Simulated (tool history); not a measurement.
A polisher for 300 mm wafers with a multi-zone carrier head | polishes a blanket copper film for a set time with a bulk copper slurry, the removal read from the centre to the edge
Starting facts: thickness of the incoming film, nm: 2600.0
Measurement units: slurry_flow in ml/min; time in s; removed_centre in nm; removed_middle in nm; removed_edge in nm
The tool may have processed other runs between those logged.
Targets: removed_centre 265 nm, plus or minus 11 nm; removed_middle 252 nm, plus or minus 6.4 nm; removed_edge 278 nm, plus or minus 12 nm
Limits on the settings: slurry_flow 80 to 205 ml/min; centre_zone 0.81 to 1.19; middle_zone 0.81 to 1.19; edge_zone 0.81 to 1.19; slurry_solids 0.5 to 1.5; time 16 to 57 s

| run | hour | slurry_flow | centre_zone | middle_zone | edge_zone | slurry_solids | time | removed_centre | removed_middle | removed_edge |
|---|---|---|---|---|---|---|---|---|---|---|
| 1 | 0 | 135 | 1 | 1 | 1 | 1 | 36 | 211.31 | 212.82 | 205.65 |
| 2 | 6.4 | 135 | 1.04 | 1 | 1 | 1 | 36 | 225.99 | 213.77 | 212.94 |
| 3 | 13.3 | 135 | 1.11 | 1 | 1 | 1 | 36 | 237.43 | 211.7 | 213.87 |
| 4 | 21.6 | 135 | 1.11 | 1 | 1 | 0.8 | 36 | 229.49 | 203.91 | 200.58 |
| 5 | 24.5 | 135 | 1.18 | 1 | 1 | 0.8 | 36 | 245.1 | 205.05 | 196.49 |
| 6 | 27.3 | 150 | 1.18 | 1 | 1 | 0.8 | 36 | 245.49 | 207.11 | 204.81 |
| 7 | 34.9 | 150 | 1.18 | 1 | 1 | 0.8 | 36 | 251.87 | 209.53 | 205.79 |
| 8 | 39.4 | 165 | 1.15 | 1.01 | 1.05 | 0.9 | 36 | 253.65 | 219.44 | 214.47 |
| 9 | 47.1 | 130 | 1.05 | 0.93 | 1.15 | 1.15 | 43 | 275.15 | 244.03 | 279.29 |

5 next moves are on the table. One of them brings every result within its allowed miss. Which?
| A | 54.8 | 130 | 1.02 | 1.02 | 1.17 | 1.3 | 37 | ? | ? | ? |
| B | 54.8 | 150 | 1.02 | 0.88 | 1.19 | 1.15 | 42 | ? | ? | ? |
| C | 54.8 | 115 | 1.03 | 0.97 | 1.17 | 1 | 45 | ? | ? | ? |
| D | 54.8 | 110 | 1 | 1.02 | 1.11 | 0.95 | 42 | ? | ? | ? |
| E | 54.8 | 125 | 1.06 | 0.82 | 1.19 | 1.15 | 47 | ? | ? | ? |

| move | removed_centre | removed_middle | removed_edge |
|---|---|---|---|
| A | 236.51 | 232.48 | 245.68 |
| B | 270.81 | 236.35 | 281.16 |
| C | 268.25 | 251.95 | 279.58 |
| D | 237.97 | 240 | 249.68 |
| E | 301.93 | 241.41 | 306.71 |
A: moves away from the targets compared with the last run
B: moves away from the targets compared with the last run
C: in spec on every target
D: moves away from the targets compared with the last run
E: moves away from the targets compared with the last run
Correct choice: C, which meets every target

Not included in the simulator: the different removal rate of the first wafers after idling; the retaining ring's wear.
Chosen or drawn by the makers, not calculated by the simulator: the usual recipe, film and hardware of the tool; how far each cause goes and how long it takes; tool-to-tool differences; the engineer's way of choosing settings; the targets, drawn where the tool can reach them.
